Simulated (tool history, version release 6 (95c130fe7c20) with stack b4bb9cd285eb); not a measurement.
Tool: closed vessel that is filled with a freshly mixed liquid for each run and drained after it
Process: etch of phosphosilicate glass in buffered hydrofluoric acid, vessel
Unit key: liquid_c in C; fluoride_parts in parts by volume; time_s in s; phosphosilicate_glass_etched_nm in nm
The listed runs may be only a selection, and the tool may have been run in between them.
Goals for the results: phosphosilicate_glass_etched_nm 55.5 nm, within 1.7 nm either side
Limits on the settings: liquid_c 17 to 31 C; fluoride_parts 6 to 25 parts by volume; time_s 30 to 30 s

run,hour,liquid_c,fluoride_parts,time_s,phosphosilicate_glass_etched_nm
1,0,23,15.5,30,104.66
2,7.6,22,16.5,30,94.701
3,11.9,21,17.5,30,83.611
4,14.1,21,17.5,30,84.45
5,19.5,20,18.5,30,76.067
6,22.8,19.5,19,30,70.932
7,26.3,19,19.5,30,68.52
8,33.9,18.5,20,30,63.776
9,40.9,18,20,30,63.337
10,49.2,18,20.5,30,61.405
11,52.9,17.5,21,30,59.405

Below are 4 possible settings for the next run. Only one of them brings all results inside the allowed miss of their targets. Which is it?
A,56.6,18,21.5,30,?
B,56.6,20,22,30,?
C,56.6,18.5,21,30,?
D,56.6,17,22,30,?

move,phosphosilicate_glass_etched_nm
A,59.243
B,65.293
C,61.949
D,55.072
A: as far off as the last run
B: the biggest miss grows against the last run
C: the biggest miss grows against the last run
D: in spec on every target
The right move is D.
